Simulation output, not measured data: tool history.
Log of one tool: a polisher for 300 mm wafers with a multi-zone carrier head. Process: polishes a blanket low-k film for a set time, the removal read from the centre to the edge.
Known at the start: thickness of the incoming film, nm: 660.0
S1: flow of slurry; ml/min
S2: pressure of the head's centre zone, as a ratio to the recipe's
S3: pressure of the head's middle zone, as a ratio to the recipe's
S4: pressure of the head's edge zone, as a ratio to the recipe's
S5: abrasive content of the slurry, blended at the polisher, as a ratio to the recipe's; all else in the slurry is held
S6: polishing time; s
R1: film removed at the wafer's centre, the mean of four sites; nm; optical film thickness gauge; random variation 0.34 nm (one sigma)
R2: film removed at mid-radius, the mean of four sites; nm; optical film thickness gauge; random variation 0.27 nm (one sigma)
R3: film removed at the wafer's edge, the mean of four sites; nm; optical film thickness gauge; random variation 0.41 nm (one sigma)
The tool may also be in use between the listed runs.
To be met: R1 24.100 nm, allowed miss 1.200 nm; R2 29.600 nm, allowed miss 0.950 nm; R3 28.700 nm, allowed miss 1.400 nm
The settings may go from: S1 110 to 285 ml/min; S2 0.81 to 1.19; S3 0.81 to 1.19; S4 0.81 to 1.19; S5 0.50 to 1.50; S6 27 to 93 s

run 1 hour=0.0 | S1=180 S2=1.00 S3=1.00 S4=1.00 S5=1.00 S6=59 | R1=34.227 R2=33.386 R3=33.502
run 2 hour=4.4 | S1=170 S2=0.94 S3=1.01 S4=0.99 S5=0.95 S6=59 | R1=30.539 R2=32.632 R3=32.295
run 3 hour=13.3 | S1=200 S2=0.94 S3=1.01 S4=0.99 S5=0.95 S6=59 | R1=31.533 R2=33.108 R3=34.303
run 4 hour=15.6 | S1=200 S2=0.94 S3=1.01 S4=0.99 S5=1.05 S6=59 | R1=32.721 R2=34.808 R3=34.654
run 5 hour=18.7 | S1=230 S2=0.94 S3=1.01 S4=0.99 S5=1.05 S6=59 | R1=33.510 R2=35.359 R3=35.350
run 6 hour=26.6 | S1=230 S2=0.94 S3=1.01 S4=0.95 S5=1.05 S6=59 | R1=33.815 R2=35.241 R3=33.771
run 7 hour=30.6 | S1=215 S2=0.90 S3=1.01 S4=0.94 S5=0.95 S6=59 | R1=30.522 R2=34.082 R3=32.932
run 8 hour=36.4 | S1=200 S2=0.87 S3=0.99 S4=0.92 S5=0.90 S6=59 | R1=28.879 R2=32.708 R3=31.453

4 next moves are on the table. One of them brings every result within its allowed miss. Which?
run A hour=42.2 | S1=215 S2=0.82 S3=1.03 S4=0.96 S5=0.90 S6=52 | R1=? R2=? R3=?
run B hour=42.2 | S1=205 S2=1.08 S3=0.95 S4=0.81 S5=1.10 S6=51 | R1=? R2=? R3=?
run C hour=42.2 | S1=210 S2=1.18 S3=0.83 S4=0.81 S5=1.25 S6=51 | R1=? R2=? R3=?
run D hour=42.2 | S1=285 S2=1.07 S3=0.97 S4=0.98 S5=0.60 S6=61 | R1=? R2=? R3=?

move=A R1=24.372 R2=29.836 R3=28.691
move=B R1=33.888 R2=29.358 R3=28.078
move=C R1=38.911 R2=27.573 R3=29.532
move=D R1=32.555 R2=28.848 R3=29.322
A: meets every target
B: further off than the last run
C: further off than the last run
D: further off than the last run
Move A is the one to make.
